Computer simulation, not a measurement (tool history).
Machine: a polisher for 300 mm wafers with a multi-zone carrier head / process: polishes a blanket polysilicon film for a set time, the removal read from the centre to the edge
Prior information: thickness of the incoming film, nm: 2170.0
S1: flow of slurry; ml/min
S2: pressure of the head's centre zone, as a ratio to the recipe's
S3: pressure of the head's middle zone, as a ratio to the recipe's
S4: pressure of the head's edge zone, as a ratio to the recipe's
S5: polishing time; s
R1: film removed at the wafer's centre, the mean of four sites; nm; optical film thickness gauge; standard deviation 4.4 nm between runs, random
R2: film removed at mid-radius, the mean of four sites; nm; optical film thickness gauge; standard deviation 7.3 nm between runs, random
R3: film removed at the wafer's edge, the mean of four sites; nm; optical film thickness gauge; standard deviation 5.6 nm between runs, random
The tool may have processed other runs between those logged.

| run | day | S1 | S2 | S3 | S4 | S5 | R1 | R2 | R3 |
|---|---|---|---|---|---|---|---|---|---|
| 1 | 0 | 165 | 1 | 1 | 1 | 52 | 381.3 | 418.38 | 416.73 |
| 2 | 0.333 | 180 | 1.05 | 1.02 | 1.03 | 53 | 410.91 | 431.36 | 438.31 |
| 3 | 0.371 | 195 | 1.09 | 1.05 | 1.02 | 54 | 433.95 | 457.34 | 456.27 |
| 4 | 0.588 | 205 | 1.12 | 1.05 | 0.98 | 56 | 470.8 | 475.35 | 467.02 |
| 5 | 0.921 | 215 | 1.14 | 1.06 | 0.97 | 57 | 490.55 | 500.21 | 477 |
| 6 | 1.012 | 215 | 1.14 | 1.06 | 0.97 | 67 | 583.41 | 592 | 557.91 |
| 7 | 1.35 | 200 | 1.14 | 1.04 | 0.95 | 67 | 569.73 | 582.27 | 546.91 |
| 8 | 1.717 | 190 | 1.15 | 1.02 | 0.93 | 67 | 567.11 | 554.02 | 539.69 |
| 9 | 2.017 | 180 | 1.15 | 1.02 | 0.9 | 67 | 556.09 | 558.82 | 523.61 |
|  | 2.046 | centre zone pressure recalibrated |
| 10 | 2.046 | 175 | 1.15 | 1.01 | 0.89 | 67 | 591.98 | 541.61 | 512.41 |

For run 11, what comes out?
| 11 | 2.262 | 165 | 1.13 | 1.01 | 0.9 | 67 | ? | ? | ? |

Logged for run 11: R1 589.99 nm, R2 552.52 nm, R3 528.52 nm.
